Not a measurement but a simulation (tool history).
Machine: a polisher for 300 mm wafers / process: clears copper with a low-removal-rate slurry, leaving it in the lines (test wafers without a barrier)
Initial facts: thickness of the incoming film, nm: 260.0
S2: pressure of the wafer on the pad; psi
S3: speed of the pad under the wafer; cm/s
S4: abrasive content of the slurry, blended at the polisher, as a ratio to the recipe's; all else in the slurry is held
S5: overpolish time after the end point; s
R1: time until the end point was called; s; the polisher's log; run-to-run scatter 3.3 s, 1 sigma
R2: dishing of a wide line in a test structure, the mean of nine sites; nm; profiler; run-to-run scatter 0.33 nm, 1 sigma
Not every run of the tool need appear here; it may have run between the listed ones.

{"run": 1, "day": 0.0, "flow of slurry (ml/min)": 255, "S2": 2, "S3": 128, "S4": 1, "S5": 17, "R1": 115.23, "R2": 30.006}
{"run": 2, "day": 0.171, "flow of slurry (ml/min)": 255, "S2": 2, "S3": 150, "S4": 1, "S5": 17, "R1": 101.26, "R2": 33.478}
{"run": 3, "day": 0.3, "flow of slurry (ml/min)": 255, "S2": 2, "S3": 138, "S4": 1, "S5": 17, "R1": 108.7, "R2": 31.324}
{"run": 4, "day": 0.496, "flow of slurry (ml/min)": 190, "S2": 2, "S3": 138, "S4": 1, "S5": 17, "R1": 112.64, "R2": 30.391}
{"run": 5, "day": 0.796, "flow of slurry (ml/min)": 190, "S2": 2, "S3": 138, "S4": 0.95, "S5": 17, "R1": 112.25, "R2": 30.725}
{"run": 6, "day": 0.908, "flow of slurry (ml/min)": 190, "S2": 1.8, "S3": 130, "S4": 0.95, "S5": 17, "R1": 129.36, "R2": 26.023}
{"run": 7, "day": 1.175, "flow of slurry (ml/min)": 190, "S2": 1.6, "S3": 122, "S4": 0.95, "S5": 17, "R1": 152.11, "R2": 23.077}
{"run": 8, "day": 1.458, "flow of slurry (ml/min)": 190, "S2": 1.6, "S3": 122, "S4": 0.95, "S5": 17, "R1": 157.79, "R2": 23.23}
{"run": 9, "day": 1.496, "flow of slurry (ml/min)": 190, "S2": 1.5, "S3": 120, "S4": 0.95, "S5": 17, "R1": 168.23, "R2": 20.36}
{"run": 10, "day": 1.583, "flow of slurry (ml/min)": 185, "S2": 0.9, "S3": 104, "S4": 0.95, "S5": 20, "R1": 303.95, "R2": 13.945}
{"run": 11, "day": 1.871, "flow of slurry (ml/min)": 185, "S2": 0.9, "S3": 104, "S4": 0.95, "S5": 19, "R1": 291.79, "R2": 13.31}
{"run": 12, "day": 1.975, "flow of slurry (ml/min)": 185, "S2": 1, "S3": 104, "S4": 0.95, "S5": 18, "R1": 274.62, "R2": 14.568}

Run 13 comes next. What will it give?
{"run": 13, "day": 2.212, "flow of slurry (ml/min)": 185, "S2": 1, "S3": 104, "S4": 0.95, "S5": 17, "R1": "?", "R2": "?"}

{"run 13": {"R1": 269.92, "R2": 13.412}}
